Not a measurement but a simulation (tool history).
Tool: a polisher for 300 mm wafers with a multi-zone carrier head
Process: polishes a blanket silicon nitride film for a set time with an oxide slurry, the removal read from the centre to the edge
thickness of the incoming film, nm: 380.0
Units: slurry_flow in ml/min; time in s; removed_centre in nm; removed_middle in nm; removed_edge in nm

| run | day | slurry_flow | centre_zone | middle_zone | edge_zone | slurry_solids | time | removed_centre | removed_middle | removed_edge |
|---|---|---|---|---|---|---|---|---|---|---|
| 1 | 0.000 | 295 | 1.00 | 1.00 | 1.00 | 1.00 | 76 | 73.832 | 69.658 | 73.361 |
| 2 | 0.112 | 285 | 0.98 | 0.98 | 0.96 | 0.95 | 76 | 70.246 | 66.376 | 71.702 |
| 3 | 0.179 | 285 | 0.98 | 0.98 | 1.00 | 0.95 | 76 | 70.740 | 66.721 | 72.078 |
| 4 | 0.517 | 285 | 0.98 | 0.98 | 0.98 | 0.90 | 76 | 68.558 | 64.259 | 69.664 |
| 5 | 0.788 | 285 | 0.98 | 0.98 | 1.05 | 0.90 | 76 | 68.322 | 64.776 | 72.212 |
| 6 | 0.912 | 285 | 0.98 | 1.03 | 1.05 | 0.90 | 76 | 68.893 | 66.430 | 71.511 |

Forecast run 7:
| 7 | 0.958 | 280 | 0.98 | 1.02 | 1.02 | 0.85 | 76 | ? | ? | ? |

Run 7 gave removed_centre 66.669 nm, removed_middle 64.610 nm, removed_edge 69.017 nm.
